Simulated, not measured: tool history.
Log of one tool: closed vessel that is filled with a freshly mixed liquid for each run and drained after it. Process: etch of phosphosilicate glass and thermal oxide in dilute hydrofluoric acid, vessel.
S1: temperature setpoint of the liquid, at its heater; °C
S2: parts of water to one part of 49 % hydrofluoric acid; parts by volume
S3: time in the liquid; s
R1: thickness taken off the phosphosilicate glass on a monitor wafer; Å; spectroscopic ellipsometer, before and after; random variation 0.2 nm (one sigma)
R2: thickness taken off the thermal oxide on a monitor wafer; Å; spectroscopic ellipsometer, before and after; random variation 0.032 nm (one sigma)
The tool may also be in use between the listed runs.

run  hour    S1   S2  S3      R1      R2
  1   0.0  22.0  270  60  226.65  7.5935
  2   3.0  22.5  270  60  231.10  7.7249
  3   3.6  22.5  330  60  177.03  5.5890
  4   4.8  22.5  245  60  260.97  8.2168
  5  12.2  22.5  320  60  185.79  5.7931
  6  18.3  24.0  315  60  198.80  6.7498
  7  24.9  24.0  305  60  205.14  6.7925
  8  28.6  24.5  300  60  215.52  6.4741
  9  30.1  24.0  290  60  221.51  7.1315
 10  32.6  24.5  290  60  227.98  7.8883
 11  39.0  24.5  285  60  232.34  7.6351

The next listed run, before its measurement:
 12  41.4  25.0  285  60   ?   ?

R1: 231.11 Å
R2: 7.7559 Å

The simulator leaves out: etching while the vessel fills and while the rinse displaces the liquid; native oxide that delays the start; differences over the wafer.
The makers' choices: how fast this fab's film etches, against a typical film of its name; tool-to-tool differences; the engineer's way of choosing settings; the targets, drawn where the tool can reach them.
